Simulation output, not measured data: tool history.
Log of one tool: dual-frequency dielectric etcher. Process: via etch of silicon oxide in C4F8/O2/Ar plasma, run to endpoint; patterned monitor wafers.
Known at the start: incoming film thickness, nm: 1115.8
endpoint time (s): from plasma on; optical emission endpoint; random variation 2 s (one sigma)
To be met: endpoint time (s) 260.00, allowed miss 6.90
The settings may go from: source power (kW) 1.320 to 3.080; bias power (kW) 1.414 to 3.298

Run 1, hour 0.0: source power (kW) 2.200, bias power (kW) 2.356. Result: endpoint time (s) 198.32.
Run 2, hour 4.1: source power (kW) 2.090, bias power (kW) 2.243. Result: endpoint time (s) 207.73.
Run 3, hour 9.9: source power (kW) 2.090, bias power (kW) 2.507. Result: endpoint time (s) 200.83.
Run 4, hour 16.6: source power (kW) 2.090, bias power (kW) 2.852. Result: endpoint time (s) 196.67.
Run 5, hour 23.2: source power (kW) 1.990, bias power (kW) 2.666. Result: endpoint time (s) 203.13.
Run 6, hour 26.5: source power (kW) 2.310, bias power (kW) 2.666. Result: endpoint time (s) 188.68.
Run 7, hour 28.0: source power (kW) 2.180, bias power (kW) 2.542. Result: endpoint time (s) 197.03.
Run 8, hour 31.2: source power (kW) 1.740, bias power (kW) 2.071. Result: endpoint time (s) 234.74.
Run 9, hour 33.6: source power (kW) 1.320, bias power (kW) 1.899. Result: endpoint time (s) 291.86.
Run 10, hour 39.8: source power (kW) 1.360, bias power (kW) 1.905. Result: endpoint time (s) 285.50.
Run 11, hour 46.0: source power (kW) 1.360, bias power (kW) 1.905. Result: endpoint time (s) 284.04.
Run 12, hour 46.7: source power (kW) 1.390, bias power (kW) 1.910. Result: endpoint time (s) 283.49.
Run 13, hour 48.2: source power (kW) 1.420, bias power (kW) 1.915. Result: endpoint time (s) 279.00.
Run 14, hour 56.4: source power (kW) 1.770, bias power (kW) 2.036. Result: endpoint time (s) 234.27.
Run 15, hour 64.8: source power (kW) 1.740, bias power (kW) 2.034. Result: endpoint time (s) 235.35.
Run 16, hour 67.0: source power (kW) 1.710, bias power (kW) 2.034. Result: endpoint time (s) 239.91.
Run 17, hour 67.9: source power (kW) 1.690, bias power (kW) 2.032. Result: endpoint time (s) 241.63.
Run 18, hour 72.2: source power (kW) 1.670, bias power (kW) 2.030. Result: endpoint time (s) 242.47.
Run 19, hour 78.5: source power (kW) 1.650, bias power (kW) 2.029. Result: endpoint time (s) 244.52.
Run 20, hour 80.7: source power (kW) 1.630, bias power (kW) 2.028. Result: endpoint time (s) 244.49.
Run 21, hour 85.1: source power (kW) 1.610, bias power (kW) 2.026. Result: endpoint time (s) 250.07.
Run 22, hour 87.2: source power (kW) 1.600, bias power (kW) 2.024. Result: endpoint time (s) 251.88.
Run 23, hour 92.5: source power (kW) 1.590, bias power (kW) 2.023. Result: endpoint time (s) 249.61.

4 next moves are on the table. One of them brings every result within its allowed miss. Which?
Run A, hour 97.8: source power (kW) 1.460, bias power (kW) 2.302. Result: endpoint time (s) ?.
Run B, hour 97.8: source power (kW) 1.730, bias power (kW) 1.871. Result: endpoint time (s) ?.
Run C, hour 97.8: source power (kW) 1.840, bias power (kW) 1.522. Result: endpoint time (s) ?.
Run D, hour 97.8: source power (kW) 1.720, bias power (kW) 2.028. Result: endpoint time (s) ?.

move  endpoint time (s)
   A             259.01
   B             244.80
   C             247.96
   D             240.58
A: meets every target
B: further off than the last run
C: further off than the last run
D: further off than the last run
Answer: A
